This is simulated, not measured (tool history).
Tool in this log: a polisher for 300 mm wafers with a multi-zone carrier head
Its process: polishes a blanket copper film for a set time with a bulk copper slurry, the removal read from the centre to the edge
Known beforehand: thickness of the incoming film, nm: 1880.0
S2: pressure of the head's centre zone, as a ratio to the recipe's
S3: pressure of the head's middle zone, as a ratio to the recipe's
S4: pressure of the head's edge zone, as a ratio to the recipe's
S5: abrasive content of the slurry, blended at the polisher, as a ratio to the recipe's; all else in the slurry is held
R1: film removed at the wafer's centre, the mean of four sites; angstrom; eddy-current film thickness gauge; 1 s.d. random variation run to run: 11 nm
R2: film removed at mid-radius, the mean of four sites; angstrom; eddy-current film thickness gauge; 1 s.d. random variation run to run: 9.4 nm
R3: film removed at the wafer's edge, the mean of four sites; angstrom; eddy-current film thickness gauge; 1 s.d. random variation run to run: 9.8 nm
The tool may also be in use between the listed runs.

run 1 hour=0 | flow_of_slurry_(ml/min)=145 S2=1 S3=1 S4=1 S5=1 polishing_time_(s)=81 | R1=5719.1 R2=5957.9 R3=6122.9
run 2 hour=0.5 | flow_of_slurry_(ml/min)=145 S2=0.94 S3=1 S4=1 S5=1 polishing_time_(s)=81 | R1=5238.1 R2=5962 R3=6217.6
run 3 hour=3.1 | flow_of_slurry_(ml/min)=150 S2=0.95 S3=1.02 S4=1.01 S5=1.05 polishing_time_(s)=82 | R1=5401.8 R2=6196.6 R3=6463.3
run 4 hour=7.3 | flow_of_slurry_(ml/min)=150 S2=0.95 S3=1.02 S4=1.01 S5=1.05 polishing_time_(s)=75 | R1=5101.6 R2=5826.1 R3=5876.2
run 5 hour=9.4 | flow_of_slurry_(ml/min)=155 S2=0.96 S3=1.04 S4=1.02 S5=1.1 polishing_time_(s)=77 | R1=5470.6 R2=6194.7 R3=6158.6
run 6 hour=15.9 | flow_of_slurry_(ml/min)=160 S2=0.96 S3=1.05 S4=1.03 S5=1.15 polishing_time_(s)=78 | R1=5625.6 R2=6491.4 R3=6489.5
run 7 hour=20 | flow_of_slurry_(ml/min)=165 S2=0.97 S3=1.07 S4=1.04 S5=1.2 polishing_time_(s)=79 | R1=6139.4 R2=6719.2 R3=6764.1
run 8 hour=26.7 | flow_of_slurry_(ml/min)=170 S2=0.96 S3=1.08 S4=1.03 S5=1.25 polishing_time_(s)=80 | R1=6035.9 R2=6981.7 R3=6893.6
run 9 hour=30.1 | flow_of_slurry_(ml/min)=175 S2=0.96 S3=1.09 S4=1.03 S5=1.3 polishing_time_(s)=81 | R1=6266.7 R2=7318.3 R3=7078.5
run 10 hour=33.7 | flow_of_slurry_(ml/min)=180 S2=0.96 S3=1.1 S4=1.04 S5=1.3 polishing_time_(s)=82 | R1=6493.2 R2=7555.8 R3=7321.8
run 11 hour=35.9 | flow_of_slurry_(ml/min)=185 S2=0.96 S3=1.11 S4=1.04 S5=1.3 polishing_time_(s)=82 | R1=6277.4 R2=7607.2 R3=7199.6
run 12 hour=37.5 | flow_of_slurry_(ml/min)=185 S2=0.96 S3=1.12 S4=1.05 S5=1.3 polishing_time_(s)=83 | R1=6334 R2=7752.6 R3=7316
run 13 hour=42.2 | flow_of_slurry_(ml/min)=185 S2=0.96 S3=1.13 S4=1.05 S5=1.3 polishing_time_(s)=84 | R1=6759.3 R2=8149.9 R3=7503.4

Estimate the outcome of run 14 from the log above:
run 14 hour=46.8 | flow_of_slurry_(ml/min)=185 S2=0.96 S3=1.14 S4=1.06 S5=1.3 polishing_time_(s)=84 | R1=? R2=? R3=?

{"run 14": {"R1": 6649.8, "R2": 8001.1, "R3": 7640.4}}

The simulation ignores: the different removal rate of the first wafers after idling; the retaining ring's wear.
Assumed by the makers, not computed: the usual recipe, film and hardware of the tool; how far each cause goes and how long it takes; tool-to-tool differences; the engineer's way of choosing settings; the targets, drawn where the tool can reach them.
